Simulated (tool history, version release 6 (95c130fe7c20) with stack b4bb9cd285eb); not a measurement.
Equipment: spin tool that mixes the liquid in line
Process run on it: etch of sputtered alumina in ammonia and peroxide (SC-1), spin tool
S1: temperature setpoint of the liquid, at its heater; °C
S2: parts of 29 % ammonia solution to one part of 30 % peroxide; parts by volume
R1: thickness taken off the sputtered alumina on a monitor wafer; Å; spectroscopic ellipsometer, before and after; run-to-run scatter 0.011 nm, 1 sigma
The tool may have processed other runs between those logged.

{"run": 1, "day": 0.0, "S1": 47.0, "S2": 0.6, "time under the liquid (s)": 45, "R1": 22.721}
{"run": 2, "day": 0.317, "S1": 47.0, "S2": 0.5, "time under the liquid (s)": 45, "R1": 21.983}
{"run": 3, "day": 0.512, "S1": 47.0, "S2": 0.7, "time under the liquid (s)": 45, "R1": 22.98}
{"run": 4, "day": 0.596, "S1": 47.0, "S2": 0.7, "time under the liquid (s)": 45, "R1": 22.758}
{"day": 0.854, "done": "new drum of ammonia solution connected"}
{"run": 5, "day": 0.854, "S1": 46.0, "S2": 0.7, "time under the liquid (s)": 45, "R1": 21.497}
{"run": 6, "day": 1.225, "S1": 49.5, "S2": 0.7, "time under the liquid (s)": 45, "R1": 26.409}
{"run": 7, "day": 1.438, "S1": 48.0, "S2": 0.7, "time under the liquid (s)": 45, "R1": 24.096}
{"run": 8, "day": 1.688, "S1": 47.0, "S2": 0.7, "time under the liquid (s)": 45, "R1": 23.008}

Run 9 is up next; what results do you expect?
{"run": 9, "day": 1.846, "S1": 46.0, "S2": 0.7, "time under the liquid (s)": 45, "R1": "?"}

{"run 9": {"R1": 21.672}}
